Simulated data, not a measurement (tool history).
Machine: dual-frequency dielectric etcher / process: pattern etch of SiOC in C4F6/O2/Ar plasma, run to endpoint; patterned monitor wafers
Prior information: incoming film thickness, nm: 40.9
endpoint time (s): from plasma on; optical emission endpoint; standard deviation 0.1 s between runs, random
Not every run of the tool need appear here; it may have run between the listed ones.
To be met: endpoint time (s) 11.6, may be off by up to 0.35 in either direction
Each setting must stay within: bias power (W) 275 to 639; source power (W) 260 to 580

run    day  bias power (W)  source power (W)  endpoint time (s)
  1      0             457               420             13.492
  2  0.292             486               420             13.261
  3   0.65             522               440             12.912
  4      1             481               440             13.154
  5    1.3             481               480             12.778
  6  1.408             511               500             12.431
  7  1.775             533               520             12.249
  8  1.925             602               570             11.215

Which single option among these 5 for the next run brings every result within its allowed miss of target? Just one does.
  A  2.075             477               520                  ?
  B  2.075             491               510                  ?
  C  2.075             511               480                  ?
  D  2.075             535               510                  ?
  E  2.075             588               540                  ?

move  endpoint time (s)
   A              12.49
   B             12.426
   C             12.452
   D             12.034
   E             11.426
A: takes the biggest miss from the last run beyond its target
B: takes the biggest miss from the last run beyond its target
C: takes the biggest miss from the last run beyond its target
D: takes the biggest miss from the last run beyond its target
E: each result inside its tolerance
E is the move that brings every result within its allowed miss.
